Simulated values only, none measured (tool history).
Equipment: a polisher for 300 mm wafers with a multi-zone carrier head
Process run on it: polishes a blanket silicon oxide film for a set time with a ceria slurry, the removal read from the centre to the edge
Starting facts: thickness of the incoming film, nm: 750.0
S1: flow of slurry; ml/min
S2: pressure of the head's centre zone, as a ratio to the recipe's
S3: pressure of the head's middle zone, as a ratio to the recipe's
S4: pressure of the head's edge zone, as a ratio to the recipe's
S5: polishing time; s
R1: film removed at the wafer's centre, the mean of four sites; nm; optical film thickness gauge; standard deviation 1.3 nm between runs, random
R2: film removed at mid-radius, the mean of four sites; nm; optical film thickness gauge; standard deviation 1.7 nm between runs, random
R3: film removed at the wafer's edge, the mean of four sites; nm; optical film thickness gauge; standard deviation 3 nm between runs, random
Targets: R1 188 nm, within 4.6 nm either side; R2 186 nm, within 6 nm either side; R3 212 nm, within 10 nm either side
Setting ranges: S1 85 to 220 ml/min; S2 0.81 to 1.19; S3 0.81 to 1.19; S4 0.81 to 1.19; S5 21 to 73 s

run	hour	S1	S2	S3	S4	S5	R1	R2	R3
1	0	140	1	1	1	47	254.45	254.4	259.55
2	7.8	140	1	0.92	1	47	257.17	239.12	264.86
3	11.8	105	1	0.92	1	47	248.25	231.56	247.5
4	14.7	105	1	0.92	0.93	47	246.04	226.74	245.13
5	23.2	105	0.99	0.91	0.93	46	239.97	222.2	233.15
6	28.4	105	1.03	0.91	0.93	46	249.82	224.44	238.33
7	34.8	85	0.93	0.81	0.98	43	202.39	184.23	227.68
8	38.1	85	0.92	0.82	0.97	43	200.75	185.84	223.91
9	43.7	85	0.91	0.82	0.96	43	198.06	185.55	224.42
10	44.9	85	0.91	0.82	0.95	43	197.85	187.99	224.51
11	49.3	85	0.91	0.82	0.94	43	196.44	187.09	220.39

Consider the 4 candidate settings below. Which is the only one whose results all fall within their allowed miss of target?
A	53.7	85	0.95	0.83	0.95	41	?	?	?
B	53.7	85	0.84	0.81	1.05	45	?	?	?
C	53.7	85	0.94	0.84	0.81	43	?	?	?
D	53.7	85	0.9	0.87	0.91	41	?	?	?

move	R1	R2	R3
A	196.58	181.22	211.18
B	190.55	195.1	239.7
C	204	191.96	210.92
D	186.2	188.37	208.21
A: just as far off the targets as the last run
B: brings the last run's worst result on target, with another outside its allowed miss
C: further off than the last run
D: hits every target within its allowed miss
D is the move that brings every result within its allowed miss.
